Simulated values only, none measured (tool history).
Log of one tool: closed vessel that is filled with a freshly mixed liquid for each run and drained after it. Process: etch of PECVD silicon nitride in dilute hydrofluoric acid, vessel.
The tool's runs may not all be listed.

run	hour	temperature setpoint of the liquid (C)	parts of water to one part of 49 % hydrofluoric acid (parts by volume)	time in the liquid (s)	thickness taken off the PECVD silicon nitride on a monitor wafer (angstrom)
1	0.0	22.0	260	1485	312.13
2	7.9	24.5	245	1485	382.98
3	11.4	26.0	235	1485	441.73
4	20.2	27.0	230	1485	482.86
5	23.9	28.0	225	1485	513.28
6	32.2	28.5	220	1485	548.60

Forecast run 7:
7	33.3	29.0	220	1485	?

Run 7 gave thickness taken off the PECVD silicon nitride on a monitor wafer (angstrom) 567.72.

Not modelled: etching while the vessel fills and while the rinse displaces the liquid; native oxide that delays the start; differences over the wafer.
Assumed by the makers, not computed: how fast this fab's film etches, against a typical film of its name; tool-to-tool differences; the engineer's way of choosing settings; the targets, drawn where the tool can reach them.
